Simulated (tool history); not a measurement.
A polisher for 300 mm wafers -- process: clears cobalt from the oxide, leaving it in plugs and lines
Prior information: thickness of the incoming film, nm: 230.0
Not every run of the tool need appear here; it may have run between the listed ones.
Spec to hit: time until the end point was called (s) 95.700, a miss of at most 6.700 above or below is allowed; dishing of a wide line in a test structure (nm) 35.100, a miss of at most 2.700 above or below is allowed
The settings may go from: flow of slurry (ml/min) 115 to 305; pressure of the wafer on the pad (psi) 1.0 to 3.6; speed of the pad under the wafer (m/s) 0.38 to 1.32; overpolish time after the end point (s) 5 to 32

| run | hour | flow of slurry (ml/min) | pressure of the wafer on the pad (psi) | speed of the pad under the wafer (m/s) | overpolish time after the end point (s) | time until the end point was called (s) | dishing of a wide line in a test structure (nm) |
|---|---|---|---|---|---|---|---|
| 1 | 0.0 | 195 | 2.3 | 0.84 | 16 | 51.589 | 35.964 |
| 2 | 2.4 | 240 | 2.3 | 0.84 | 16 | 48.631 | 37.423 |
| 3 | 6.0 | 240 | 2.1 | 0.84 | 16 | 52.962 | 34.670 |
| 4 | 14.1 | 240 | 2.1 | 0.84 | 10 | 52.322 | 26.658 |
| 5 | 20.5 | 240 | 2.1 | 0.64 | 10 | 68.417 | 22.749 |
| 6 | 27.3 | 240 | 2.1 | 0.64 | 14 | 66.653 | 29.136 |
| 7 | 34.9 | 240 | 2.0 | 0.62 | 15 | 75.117 | 27.687 |
| 8 | 39.3 | 240 | 1.7 | 0.60 | 23 | 88.611 | 34.099 |

Next run, 5 choices. One meets every target within its allowed miss, the rest don't. Which?
| A | 43.7 | 260 | 1.6 | 0.74 | 21 | ? | ? |
| B | 43.7 | 270 | 1.5 | 0.72 | 23 | ? | ? |
| C | 43.7 | 230 | 1.6 | 0.68 | 24 | ? | ? |
| D | 43.7 | 225 | 1.8 | 0.66 | 19 | ? | ? |
| E | 43.7 | 250 | 1.6 | 0.58 | 27 | ? | ? |

| move | time until the end point was called (s) | dishing of a wide line in a test structure (nm) |
|---|---|---|
| A | 75.174 | 33.912 |
| B | 81.686 | 34.092 |
| C | 82.263 | 34.726 |
| D | 75.676 | 31.975 |
| E | 94.118 | 34.496 |
A: misses by more than the last run did
B: misses by more than the last run did
C: misses by more than the last run did
D: misses by more than the last run did
E: hits every target within its allowed miss
E meets every target.

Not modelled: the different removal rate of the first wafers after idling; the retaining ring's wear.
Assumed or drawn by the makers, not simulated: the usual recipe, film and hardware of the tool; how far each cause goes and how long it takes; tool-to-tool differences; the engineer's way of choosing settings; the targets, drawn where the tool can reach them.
